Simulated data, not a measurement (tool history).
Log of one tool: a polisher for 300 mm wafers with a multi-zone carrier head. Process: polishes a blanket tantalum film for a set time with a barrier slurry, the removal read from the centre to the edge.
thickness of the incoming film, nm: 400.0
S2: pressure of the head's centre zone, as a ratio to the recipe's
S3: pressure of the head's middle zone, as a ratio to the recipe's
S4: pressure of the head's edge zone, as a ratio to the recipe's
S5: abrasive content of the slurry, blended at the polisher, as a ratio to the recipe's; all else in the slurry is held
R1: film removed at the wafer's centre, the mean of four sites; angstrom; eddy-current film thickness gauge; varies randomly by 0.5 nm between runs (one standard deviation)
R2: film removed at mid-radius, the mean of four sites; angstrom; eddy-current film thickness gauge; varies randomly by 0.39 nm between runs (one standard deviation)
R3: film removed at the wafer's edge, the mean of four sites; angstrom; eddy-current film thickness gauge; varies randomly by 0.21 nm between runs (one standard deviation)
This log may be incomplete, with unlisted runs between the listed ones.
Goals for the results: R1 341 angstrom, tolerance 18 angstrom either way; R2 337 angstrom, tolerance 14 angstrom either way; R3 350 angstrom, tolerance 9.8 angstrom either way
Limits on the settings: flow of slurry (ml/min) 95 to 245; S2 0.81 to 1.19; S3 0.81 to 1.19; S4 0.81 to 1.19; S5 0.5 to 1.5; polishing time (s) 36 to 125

Run 1, day 0: flow of slurry (ml/min) 155, S2 1, S3 1, S4 1, S5 1, polishing time (s) 80. Result: R1 741.85 angstrom, R2 736.23 angstrom, R3 718.14 angstrom.
Run 2, day 0.212: flow of slurry (ml/min) 155, S2 1, S3 1, S4 1, S5 1, polishing time (s) 71. Result: R1 637.03 angstrom, R2 655.1 angstrom, R3 642.73 angstrom.
Run 3, day 0.271: flow of slurry (ml/min) 150, S2 1, S3 0.98, S4 0.98, S5 0.95, polishing time (s) 67. Result: R1 586.09 angstrom, R2 584.07 angstrom, R3 584.37 angstrom.
Run 4, day 0.542: flow of slurry (ml/min) 150, S2 1.05, S3 0.98, S4 0.98, S5 0.95, polishing time (s) 67. Result: R1 631.47 angstrom, R2 584.22 angstrom, R3 587.03 angstrom.
Run 5, day 0.862: flow of slurry (ml/min) 150, S2 1.11, S3 0.98, S4 0.98, S5 0.95, polishing time (s) 67. Result: R1 665.01 angstrom, R2 585.05 angstrom, R3 582.05 angstrom.
Run 6, day 1.075: flow of slurry (ml/min) 150, S2 1.11, S3 0.98, S4 1.06, S5 0.95, polishing time (s) 67. Result: R1 661.9 angstrom, R2 575.85 angstrom, R3 600.9 angstrom.
Run 7, day 1.262: flow of slurry (ml/min) 145, S2 1.09, S3 0.98, S4 1.04, S5 0.9, polishing time (s) 63. Result: R1 588.59 angstrom, R2 533.95 angstrom, R3 548.07 angstrom.
Run 8, day 1.417: flow of slurry (ml/min) 145, S2 1.09, S3 0.98, S4 1.04, S5 0.9, polishing time (s) 63. Result: R1 589.19 angstrom, R2 533.67 angstrom, R3 548.59 angstrom.
Run 9, day 1.538: flow of slurry (ml/min) 145, S2 1.09, S3 0.98, S4 1.04, S5 0.9, polishing time (s) 63. Result: R1 592.15 angstrom, R2 534.68 angstrom, R3 550.38 angstrom.
Run 10, day 1.792: flow of slurry (ml/min) 140, S2 1.08, S3 0.97, S4 1.03, S5 0.85, polishing time (s) 60. Result: R1 549.69 angstrom, R2 493.35 angstrom, R3 495.71 angstrom.

4 candidate next runs follow, results not yet known. Just one meets every target within its allowed miss. Identify it.
Run A, day 2.046: flow of slurry (ml/min) 150, S2 0.89, S3 1.19, S4 0.85, S5 0.55, polishing time (s) 63. Result: R1 ?, R2 ?, R3 ?.
Run B, day 2.046: flow of slurry (ml/min) 140, S2 1.19, S3 0.98, S4 0.9, S5 0.65, polishing time (s) 95. Result: R1 ?, R2 ?, R3 ?.
Run C, day 2.046: flow of slurry (ml/min) 155, S2 0.85, S3 1.11, S4 1.17, S5 1.25, polishing time (s) 68. Result: R1 ?, R2 ?, R3 ?.
Run D, day 2.046: flow of slurry (ml/min) 160, S2 0.99, S3 0.98, S4 1.06, S5 1.1, polishing time (s) 36. Result: R1 ?, R2 ?, R3 ?.

move      R1      R2      R3
   A  329.08  415.07   330.3
   B  794.13  635.31  615.82
   C     589  733.14  722.24
   D  349.86  336.27  350.08
A: pushes the last run's worst result past its target
B: the biggest miss grows against the last run
C: the biggest miss grows against the last run
D: every result within its allowed miss
The right move is D.
